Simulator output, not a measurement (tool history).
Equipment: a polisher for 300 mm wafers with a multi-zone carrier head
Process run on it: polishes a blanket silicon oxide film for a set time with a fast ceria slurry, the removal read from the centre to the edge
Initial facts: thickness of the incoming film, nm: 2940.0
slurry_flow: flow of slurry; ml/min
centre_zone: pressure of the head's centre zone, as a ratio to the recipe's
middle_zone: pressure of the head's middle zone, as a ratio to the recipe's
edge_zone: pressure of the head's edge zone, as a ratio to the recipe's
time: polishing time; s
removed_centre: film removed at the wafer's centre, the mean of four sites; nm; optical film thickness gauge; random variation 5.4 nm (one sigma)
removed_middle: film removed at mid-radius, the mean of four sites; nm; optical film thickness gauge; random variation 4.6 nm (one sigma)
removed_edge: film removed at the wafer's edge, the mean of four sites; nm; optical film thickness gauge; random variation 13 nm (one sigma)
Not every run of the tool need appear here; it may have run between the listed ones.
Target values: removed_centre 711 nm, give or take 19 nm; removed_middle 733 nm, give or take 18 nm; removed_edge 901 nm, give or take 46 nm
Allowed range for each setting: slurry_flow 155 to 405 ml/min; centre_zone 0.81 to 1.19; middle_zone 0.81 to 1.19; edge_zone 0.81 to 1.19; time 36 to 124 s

run  hour  slurry_flow  centre_zone  middle_zone  edge_zone  time  removed_centre  removed_middle  removed_edge
  1     0          260            1            1          1    79          675.71          672.62        660.83
  2   6.2          260         0.97         0.97       1.04    83          685.03          691.55        710.64
  3   9.7          260         0.97         1.04       1.04    83          678.22          728.76         701.8
  4  14.6          260         0.97         1.04       1.04    95          779.24          835.02        827.33
  5  17.7          245         0.95            1       1.07    96          777.49           816.4         847.9
  6  20.7          235         0.93         0.97       1.09    96          752.71          795.33        818.76
  7  26.7          260         0.91         0.93       1.11    96          749.03          779.65        836.12
  8  28.8          250         0.89          0.9       1.13    97          738.98          767.36           872

Which one of the following 4 next-run settings gets every result inside its allowed miss? There is exactly one.
  A  30.9          240          0.9         0.81       1.13   102               ?               ?             ?
  B  30.9          250         0.89         0.91       1.11   101               ?               ?             ?
  C  30.9          315         0.85         0.84       1.19    96               ?               ?             ?
  D  30.9          245         0.89         0.95       1.09    93               ?               ?             ?

move  removed_centre  removed_middle  removed_edge
   A          763.02           722.1        902.19
   B           752.6          790.93        887.59
   C          704.78           721.4        891.36
   D          691.29          753.06        808.02
A: the furthest-off result lands on target, but another misses its tolerance
B: misses by more than the last run did
C: every result lands within tolerance
D: misses by more than the last run did
Correct choice: C, which meets every target
